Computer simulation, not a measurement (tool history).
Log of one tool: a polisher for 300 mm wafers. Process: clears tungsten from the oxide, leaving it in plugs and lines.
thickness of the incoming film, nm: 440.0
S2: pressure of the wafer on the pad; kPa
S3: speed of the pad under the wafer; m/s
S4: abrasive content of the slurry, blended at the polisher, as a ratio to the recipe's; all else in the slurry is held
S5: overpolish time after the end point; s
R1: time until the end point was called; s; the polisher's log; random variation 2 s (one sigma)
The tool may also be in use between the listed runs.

{"run": 1, "day": 0.0, "flow of slurry (ml/min)": 275, "S2": 32.4, "S3": 1.02, "S4": 1.0, "S5": 16, "R1": 80.621}
{"run": 2, "day": 0.279, "flow of slurry (ml/min)": 275, "S2": 32.4, "S3": 1.02, "S4": 0.85, "S5": 16, "R1": 85.381}
{"run": 3, "day": 0.4, "flow of slurry (ml/min)": 275, "S2": 26.9, "S3": 1.0, "S4": 0.85, "S5": 16, "R1": 102.4}
{"run": 4, "day": 0.771, "flow of slurry (ml/min)": 275, "S2": 22.8, "S3": 0.98, "S4": 0.85, "S5": 16, "R1": 121.6}
{"run": 5, "day": 0.833, "flow of slurry (ml/min)": 275, "S2": 22.8, "S3": 0.98, "S4": 1.05, "S5": 16, "R1": 115.19}
{"run": 6, "day": 0.858, "flow of slurry (ml/min)": 275, "S2": 22.8, "S3": 1.14, "S4": 1.05, "S5": 16, "R1": 106.32}

The next listed run, before its measurement:
{"run": 7, "day": 0.917, "flow of slurry (ml/min)": 275, "S2": 20.0, "S3": 1.08, "S4": 1.05, "S5": 16, "R1": "?"}

Run 7 gave R1 121.610 s.

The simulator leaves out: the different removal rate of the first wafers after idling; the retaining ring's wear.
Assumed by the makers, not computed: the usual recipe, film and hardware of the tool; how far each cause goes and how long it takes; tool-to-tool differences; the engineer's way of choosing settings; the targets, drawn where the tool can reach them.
